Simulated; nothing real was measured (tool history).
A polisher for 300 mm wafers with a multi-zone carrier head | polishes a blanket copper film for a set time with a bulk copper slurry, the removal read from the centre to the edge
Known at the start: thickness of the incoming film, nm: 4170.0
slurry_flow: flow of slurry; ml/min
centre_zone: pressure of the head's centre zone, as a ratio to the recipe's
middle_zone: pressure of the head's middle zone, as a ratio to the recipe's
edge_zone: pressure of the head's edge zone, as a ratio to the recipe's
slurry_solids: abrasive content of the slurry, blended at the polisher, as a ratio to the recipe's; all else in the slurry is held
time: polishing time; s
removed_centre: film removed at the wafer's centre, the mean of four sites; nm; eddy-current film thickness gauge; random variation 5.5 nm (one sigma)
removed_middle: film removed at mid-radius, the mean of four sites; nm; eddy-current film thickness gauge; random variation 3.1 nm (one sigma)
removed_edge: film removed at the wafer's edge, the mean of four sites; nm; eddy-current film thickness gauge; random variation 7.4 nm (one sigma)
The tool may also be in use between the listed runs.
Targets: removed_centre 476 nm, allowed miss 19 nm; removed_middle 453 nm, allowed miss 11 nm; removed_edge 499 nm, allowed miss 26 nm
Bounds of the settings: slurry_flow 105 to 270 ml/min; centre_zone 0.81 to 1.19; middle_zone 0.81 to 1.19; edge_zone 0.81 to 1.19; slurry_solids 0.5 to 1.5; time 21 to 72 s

run 1 hour=0 | slurry_flow=175 centre_zone=1 middle_zone=1 edge_zone=1 slurry_solids=1 time=46 | removed_centre=401.28 removed_middle=398.32 removed_edge=388.91
run 2 hour=3.3 | slurry_flow=175 centre_zone=1 middle_zone=1 edge_zone=1.07 slurry_solids=1 time=46 | removed_centre=407.94 removed_middle=395.52 removed_edge=411.79
run 3 hour=9.8 | slurry_flow=175 centre_zone=1 middle_zone=0.97 edge_zone=1.07 slurry_solids=1 time=46 | removed_centre=404.47 removed_middle=391.57 removed_edge=402
run 4 hour=10.9 | slurry_flow=175 centre_zone=1 middle_zone=0.97 edge_zone=0.99 slurry_solids=1 time=46 | removed_centre=402.16 removed_middle=385.39 removed_edge=385.97
run 5 hour=12.7 | slurry_flow=175 centre_zone=1 middle_zone=0.97 edge_zone=0.99 slurry_solids=1 time=53 | removed_centre=459.3 removed_middle=439.4 removed_edge=441.64
run 6 hour=18.5 | slurry_flow=175 centre_zone=1 middle_zone=0.97 edge_zone=0.99 slurry_solids=1 time=57 | removed_centre=496.23 removed_middle=481.1 removed_edge=491.59
run 7 hour=22.3 | slurry_flow=170 centre_zone=1 middle_zone=0.97 edge_zone=1 slurry_solids=1 time=57 | removed_centre=490.33 removed_middle=473 removed_edge=494.92
run 8 hour=28.1 | slurry_flow=165 centre_zone=1 middle_zone=0.97 edge_zone=1 slurry_solids=1 time=57 | removed_centre=495.88 removed_middle=476.21 removed_edge=481.93
run 9 hour=32.9 | slurry_flow=165 centre_zone=1 middle_zone=0.96 edge_zone=1.01 slurry_solids=1 time=57 | removed_centre=495.48 removed_middle=467.61 removed_edge=484.17
run 10 hour=39.5 | slurry_flow=165 centre_zone=1 middle_zone=0.96 edge_zone=1.01 slurry_solids=1 time=57 | removed_centre=495.03 removed_middle=473.9 removed_edge=486.3
run 11 hour=42.2 | slurry_flow=165 centre_zone=1 middle_zone=0.96 edge_zone=1.01 slurry_solids=1 time=57 | removed_centre=492.96 removed_middle=474.49 removed_edge=483.45
run 12 hour=50.9 | slurry_flow=135 centre_zone=0.98 middle_zone=0.91 edge_zone=1.08 slurry_solids=1.05 time=57 | removed_centre=468.13 removed_middle=431.81 removed_edge=495.05

5 next moves are on the table. One of them brings every result within its allowed miss. Which?
run A hour=59.6 | slurry_flow=155 centre_zone=1.05 middle_zone=1.1 edge_zone=0.97 slurry_solids=1.05 time=53 | removed_centre=? removed_middle=? removed_edge=?
run B hour=59.6 | slurry_flow=125 centre_zone=0.88 middle_zone=0.93 edge_zone=1.06 slurry_solids=0.9 time=61 | removed_centre=? removed_middle=? removed_edge=?
run C hour=59.6 | slurry_flow=105 centre_zone=1.02 middle_zone=0.97 edge_zone=1.13 slurry_solids=1.35 time=58 | removed_centre=? removed_middle=? removed_edge=?
run D hour=59.6 | slurry_flow=120 centre_zone=0.81 middle_zone=0.89 edge_zone=1.13 slurry_solids=1.2 time=65 | removed_centre=? removed_middle=? removed_edge=?
run E hour=59.6 | slurry_flow=225 centre_zone=0.99 middle_zone=1.1 edge_zone=1.01 slurry_solids=1.1 time=48 | removed_centre=? removed_middle=? removed_edge=?

move=A removed_centre=480.67 removed_middle=491.95 removed_edge=446.47
move=B removed_centre=424.21 removed_middle=454.05 removed_edge=498.42
move=C removed_centre=476.32 removed_middle=458.05 removed_edge=505.68
move=D removed_centre=433.15 removed_middle=487.01 removed_edge=570.14
move=E removed_centre=444.04 removed_middle=478.81 removed_edge=433.36
A: takes the result that was furthest off past its target
B: brings the result that was furthest off to its target, and leaves another outside
C: meets every target
D: takes the result that was furthest off past its target
E: takes the result that was furthest off past its target
Move C is the one to make.

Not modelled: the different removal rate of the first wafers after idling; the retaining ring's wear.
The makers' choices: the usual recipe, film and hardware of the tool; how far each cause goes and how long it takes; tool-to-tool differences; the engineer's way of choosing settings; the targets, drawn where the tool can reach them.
